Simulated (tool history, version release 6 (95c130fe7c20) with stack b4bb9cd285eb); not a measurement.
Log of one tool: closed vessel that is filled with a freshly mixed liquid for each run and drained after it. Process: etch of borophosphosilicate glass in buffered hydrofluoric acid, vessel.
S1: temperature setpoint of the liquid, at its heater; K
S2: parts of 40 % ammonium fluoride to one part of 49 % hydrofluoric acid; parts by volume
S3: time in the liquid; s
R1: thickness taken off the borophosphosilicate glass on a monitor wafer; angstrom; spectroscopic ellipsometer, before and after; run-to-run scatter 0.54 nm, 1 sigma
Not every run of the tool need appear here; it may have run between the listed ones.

run 1 hour=0 | S1=295.15 S2=7.5 S3=30 | R1=882.01
run 2 hour=5.3 | S1=295.15 S2=7.5 S3=30 | R1=894.13
run 3 hour=12.2 | S1=294.65 S2=7.5 S3=30 | R1=862.6
run 4 hour=21.4 | S1=294.65 S2=7.5 S3=30 | R1=879.31
run 5 hour=22.9 | S1=294.65 S2=7.5 S3=30 | R1=863.84
run 6 hour=27.3 | S1=297.65 S2=7.5 S3=30 | R1=1014.2
run 7 hour=32.5 | S1=297.15 S2=7.5 S3=30 | R1=988.34
run 8 hour=34.1 | S1=296.65 S2=7.5 S3=30 | R1=965.63
-- hour=36.5 hydrofluoric acid flow meter replaced
run 9 hour=36.5 | S1=296.15 S2=7.5 S3=30 | R1=853.8
run 10 hour=38.8 | S1=295.65 S2=7.5 S3=30 | R1=832.73
run 11 hour=44.7 | S1=295.15 S2=7.5 S3=30 | R1=814.91
run 12 hour=50.5 | S1=294.15 S2=7.5 S3=30 | R1=760.16

For run 13, what comes out?
run 13 hour=55.1 | S1=293.65 S2=7.5 S3=30 | R1=?

{"run 13": {"R1": 741.58}}

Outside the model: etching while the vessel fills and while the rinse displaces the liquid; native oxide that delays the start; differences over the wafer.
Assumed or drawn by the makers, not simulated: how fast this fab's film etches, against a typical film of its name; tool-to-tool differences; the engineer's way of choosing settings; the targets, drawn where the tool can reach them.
